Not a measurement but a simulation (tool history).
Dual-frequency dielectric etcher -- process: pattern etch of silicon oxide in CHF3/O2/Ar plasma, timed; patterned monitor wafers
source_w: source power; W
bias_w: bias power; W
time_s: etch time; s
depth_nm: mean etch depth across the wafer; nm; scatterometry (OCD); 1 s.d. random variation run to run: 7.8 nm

run,hour,source_w,bias_w,time_s,depth_nm
1,0,570,164,839.5,1859.5
2,6.6,570,141,839.5,1714.5
3,8.2,570,154,839.5,1800.2
4,11.6,620,166,843,1928.8
5,12.8,620,140,843,1765
6,17.7,690,140,843,1852.9
7,22.7,710,155,847.5,1983.7

Run 8 has not been measured yet. What should we expect?
8,28.8,710,155,847.5,?

depth_nm: 1996.5 nm

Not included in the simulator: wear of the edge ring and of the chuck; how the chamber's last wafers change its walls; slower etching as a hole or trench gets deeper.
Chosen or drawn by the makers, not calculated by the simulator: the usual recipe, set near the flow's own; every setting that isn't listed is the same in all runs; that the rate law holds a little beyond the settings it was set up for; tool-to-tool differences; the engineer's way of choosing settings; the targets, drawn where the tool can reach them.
